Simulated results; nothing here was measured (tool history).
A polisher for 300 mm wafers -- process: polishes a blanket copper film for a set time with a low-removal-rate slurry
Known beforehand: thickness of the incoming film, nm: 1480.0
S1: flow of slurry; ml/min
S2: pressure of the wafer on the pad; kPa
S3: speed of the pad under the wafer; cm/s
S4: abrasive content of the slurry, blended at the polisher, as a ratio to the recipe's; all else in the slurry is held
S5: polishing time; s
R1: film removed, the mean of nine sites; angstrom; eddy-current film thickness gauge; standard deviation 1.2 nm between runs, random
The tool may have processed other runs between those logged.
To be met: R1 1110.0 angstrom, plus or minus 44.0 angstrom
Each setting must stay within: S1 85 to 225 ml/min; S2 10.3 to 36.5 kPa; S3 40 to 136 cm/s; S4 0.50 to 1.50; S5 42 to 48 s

run,day,S1,S2,S3,S4,S5,R1
1,0.000,145,23.4,88,1.00,48,1332.2
2,0.275,165,23.4,88,1.00,48,1355.0
3,0.400,165,26.2,88,1.00,48,1509.4
4,0.642,165,25.5,88,1.00,48,1479.2
5,0.742,165,24.8,88,1.00,48,1454.0
6,0.967,165,24.8,88,0.80,48,1366.8
7,1.262,165,24.1,88,0.80,48,1321.1
8,1.446,165,23.4,88,0.80,48,1300.5
9,1.488,165,22.8,88,0.80,48,1251.9
10,1.525,160,21.4,88,0.80,48,1176.1

4 candidate next runs follow, results not yet known. Just one meets every target within its allowed miss. Identify it.
A,1.562,175,20.0,90,1.05,48,?
B,1.562,145,24.8,80,0.85,48,?
C,1.562,160,29.6,68,0.65,44,?
D,1.562,165,18.6,104,0.95,48,?

move,R1
A,1228.7
B,1242.6
C,1102.1
D,1275.6
A: its largest miss is bigger than the last run's
B: its largest miss is bigger than the last run's
C: every result lands within tolerance
D: its largest miss is bigger than the last run's
The move that meets every target is C.
